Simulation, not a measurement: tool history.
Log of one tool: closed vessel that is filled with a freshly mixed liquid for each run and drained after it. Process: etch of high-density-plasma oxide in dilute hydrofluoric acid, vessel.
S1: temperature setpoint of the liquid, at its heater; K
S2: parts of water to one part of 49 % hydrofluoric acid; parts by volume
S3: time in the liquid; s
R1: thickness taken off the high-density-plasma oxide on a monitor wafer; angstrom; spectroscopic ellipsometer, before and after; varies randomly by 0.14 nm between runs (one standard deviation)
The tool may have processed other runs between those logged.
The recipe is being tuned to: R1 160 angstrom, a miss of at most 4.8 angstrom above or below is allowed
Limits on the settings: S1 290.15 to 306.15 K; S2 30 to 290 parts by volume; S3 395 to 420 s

| run | hour | S1 | S2 | S3 | R1 |
|---|---|---|---|---|---|
| 1 | 0 | 298.15 | 160 | 395 | 136.25 |
| 2 | 6.7 | 299.15 | 160 | 395 | 142.68 |
| 3 | 15 | 299.65 | 160 | 395 | 144.83 |
| 4 | 22.2 | 299.65 | 105 | 395 | 235.06 |
| 5 | 31.5 | 299.65 | 130 | 395 | 183.08 |
| 6 | 34.9 | 302.65 | 130 | 395 | 204.76 |
| 7 | 40.6 | 301.15 | 130 | 395 | 192.57 |
| 8 | 44.9 | 300.15 | 130 | 395 | 186.44 |
| 9 | 54.3 | 299.15 | 130 | 395 | 177.44 |

Of the 5 settings listed for the next run, only one would bring every result within its allowed miss of target. Which one?
| A | 63.7 | 299.65 | 125 | 420 | ? |
| B | 63.7 | 298.65 | 110 | 395 | ? |
| C | 63.7 | 299.15 | 135 | 395 | ? |
| D | 63.7 | 296.65 | 140 | 395 | ? |
| E | 63.7 | 300.15 | 150 | 405 | ? |

| move | R1 |
|---|---|
| A | 205.72 |
| B | 215.59 |
| C | 173.62 |
| D | 151.24 |
| E | 163.3 |
A: further off than the last run
B: further off than the last run
C: moves toward the targets from the last run without getting all of them in spec
D: the result that was furthest off in the last run now lies on the other side of its target
E: every result within its allowed miss
E meets every target.

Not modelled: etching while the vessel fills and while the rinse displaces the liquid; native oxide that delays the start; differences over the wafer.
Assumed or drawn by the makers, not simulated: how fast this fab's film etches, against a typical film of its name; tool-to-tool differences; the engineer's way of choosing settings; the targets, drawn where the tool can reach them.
